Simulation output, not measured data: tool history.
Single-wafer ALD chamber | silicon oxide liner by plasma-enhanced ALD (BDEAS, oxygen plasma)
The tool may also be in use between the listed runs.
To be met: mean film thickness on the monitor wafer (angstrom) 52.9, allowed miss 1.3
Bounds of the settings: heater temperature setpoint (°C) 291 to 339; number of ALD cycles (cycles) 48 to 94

run  hour  heater temperature setpoint (°C)  number of ALD cycles (cycles)  mean film thickness on the monitor wafer (angstrom)
  1     0                               315                             71                                               69.471
  2   5.1                               320                             71                                               69.263
  3  10.5                               320                             64                                               62.019
  4  18.4                               320                             74                                               71.942
  5  24.6                               325                             74                                               71.065
  6  29.7                               326                             70                                               67.044
  7  32.8                               326                             70                                               66.931
  8  37.7                               327                             67                                                64.32
  9  43.1                               327                             64                                               61.276
 10  44.4                               327                             62                                               59.535
 11    53                               327                             61                                               58.428
 12  54.8                               327                             60                                               57.571
 13  62.3                               327                             59                                               56.434
 14    70                               327                             58                                               55.911
 15  78.7                               327                             57                                               54.634

4 next moves are on the table. One of them brings every result within its allowed miss. Which?
  A  87.4                               328                             53                                                    ?
  B  87.4                               327                             52                                                    ?
  C  87.4                               326                             55                                                    ?
  D  87.4                               337                             60                                                    ?

move  mean film thickness on the monitor wafer (angstrom)
   A                                                50.96
   B                                               50.082
   C                                               53.059
   D                                               56.827
A: takes the result that was furthest off past its target
B: takes the result that was furthest off past its target
C: meets every target
D: further off than the last run
The right move is C.
